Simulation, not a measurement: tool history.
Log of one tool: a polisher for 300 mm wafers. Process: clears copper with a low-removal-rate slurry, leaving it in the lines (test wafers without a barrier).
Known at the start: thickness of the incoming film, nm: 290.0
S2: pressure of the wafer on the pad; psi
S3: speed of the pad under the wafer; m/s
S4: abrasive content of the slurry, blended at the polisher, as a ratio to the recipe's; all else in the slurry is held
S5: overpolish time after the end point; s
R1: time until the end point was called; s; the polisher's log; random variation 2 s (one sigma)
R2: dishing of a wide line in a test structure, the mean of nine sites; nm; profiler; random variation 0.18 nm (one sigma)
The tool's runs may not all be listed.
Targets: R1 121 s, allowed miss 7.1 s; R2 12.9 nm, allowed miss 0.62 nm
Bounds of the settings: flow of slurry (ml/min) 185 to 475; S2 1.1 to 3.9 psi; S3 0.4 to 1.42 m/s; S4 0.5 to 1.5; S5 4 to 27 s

{"run": 1, "hour": 0.0, "flow of slurry (ml/min)": 305, "S2": 2.5, "S3": 0.9, "S4": 1, "S5": 14, "R1": 113.2, "R2": 26.508}
{"run": 2, "hour": 4.3, "flow of slurry (ml/min)": 305, "S2": 2.5, "S3": 0.9, "S4": 1, "S5": 12, "R1": 114.08, "R2": 23.092}
{"run": 3, "hour": 11.7, "flow of slurry (ml/min)": 305, "S2": 2.2, "S3": 0.9, "S4": 1, "S5": 12, "R1": 129.72, "R2": 20.347}
{"run": 4, "hour": 16.5, "flow of slurry (ml/min)": 305, "S2": 1.7, "S3": 0.9, "S4": 1, "S5": 12, "R1": 165.14, "R2": 16.353}
{"run": 5, "hour": 25.2, "flow of slurry (ml/min)": 305, "S2": 1.8, "S3": 0.9, "S4": 1, "S5": 10, "R1": 153.46, "R2": 14.125}
{"run": 6, "hour": 28.3, "flow of slurry (ml/min)": 305, "S2": 1.9, "S3": 0.9, "S4": 1, "S5": 9, "R1": 150.4, "R2": 13.393}
{"run": 7, "hour": 35.6, "flow of slurry (ml/min)": 305, "S2": 1.9, "S3": 0.9, "S4": 1, "S5": 9, "R1": 150.13, "R2": 13.522}
{"run": 8, "hour": 42.2, "flow of slurry (ml/min)": 305, "S2": 2, "S3": 0.9, "S4": 1, "S5": 8, "R1": 138.9, "R2": 12.876}
{"run": 9, "hour": 44.2, "flow of slurry (ml/min)": 305, "S2": 2, "S3": 0.9, "S4": 1, "S5": 8, "R1": 142.92, "R2": 12.715}
{"run": 10, "hour": 50.9, "flow of slurry (ml/min)": 305, "S2": 2.1, "S3": 0.9, "S4": 1, "S5": 8, "R1": 136.28, "R2": 13.134}
{"run": 11, "hour": 53.4, "flow of slurry (ml/min)": 305, "S2": 2.4, "S3": 0.9, "S4": 1, "S5": 6, "R1": 119.24, "R2": 11.406}

Which of these 5 next moves meets every target?
{"run": "A", "hour": 55.9, "flow of slurry (ml/min)": 305, "S2": 2.1, "S3": 1.02, "S4": 1, "S5": 8, "R1": "?", "R2": "?"}
{"run": "B", "hour": 55.9, "flow of slurry (ml/min)": 265, "S2": 2.3, "S3": 0.8, "S4": 1.1, "S5": 8, "R1": "?", "R2": "?"}
{"run": "C", "hour": 55.9, "flow of slurry (ml/min)": 320, "S2": 2.3, "S3": 0.8, "S4": 1.1, "S5": 9, "R1": "?", "R2": "?"}
{"run": "D", "hour": 55.9, "flow of slurry (ml/min)": 345, "S2": 2.1, "S3": 0.82, "S4": 1.25, "S5": 8, "R1": "?", "R2": "?"}
{"run": "E", "hour": 55.9, "flow of slurry (ml/min)": 305, "S2": 1.8, "S3": 1.16, "S4": 1.15, "S5": 7, "R1": "?", "R2": "?"}

move=A R1=118.17 R2=14.855
move=B R1=133.63 R2=13.237
move=C R1=131.08 R2=15.084
move=D R1=135.75 R2=13.017
move=E R1=118.88 R2=12.968
A: takes the result that was furthest off past its target
B: brings the result that was furthest off to its target, and leaves another outside
C: takes the result that was furthest off past its target
D: brings the result that was furthest off to its target, and leaves another outside
E: meets every target
Answer: E
